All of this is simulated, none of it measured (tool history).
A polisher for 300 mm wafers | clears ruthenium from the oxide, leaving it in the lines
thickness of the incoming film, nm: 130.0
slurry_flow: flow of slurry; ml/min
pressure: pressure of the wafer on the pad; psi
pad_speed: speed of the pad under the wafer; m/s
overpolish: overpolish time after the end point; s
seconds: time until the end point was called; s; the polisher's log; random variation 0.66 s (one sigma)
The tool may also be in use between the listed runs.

| run | day | slurry_flow | pressure | pad_speed | overpolish | seconds |
|---|---|---|---|---|---|---|
| 1 | 0.000 | 160 | 2.0 | 1.14 | 20 | 114.860 |
| 2 | 0.296 | 140 | 2.0 | 1.14 | 20 | 116.540 |
| 3 | 0.517 | 145 | 2.3 | 1.14 | 20 | 103.860 |
| 4 | 0.838 | 145 | 2.3 | 1.00 | 20 | 117.980 |
| 5 | 0.908 | 125 | 2.3 | 1.00 | 20 | 121.690 |
| 6 | 1.046 | 145 | 2.5 | 1.02 | 20 | 109.060 |
| 7 | 1.283 | 150 | 2.7 | 1.06 | 20 | 95.433 |

Run 8 comes next. What will it give?
| 8 | 1.642 | 150 | 2.7 | 1.06 | 20 | ? |

seconds: 97.367 s
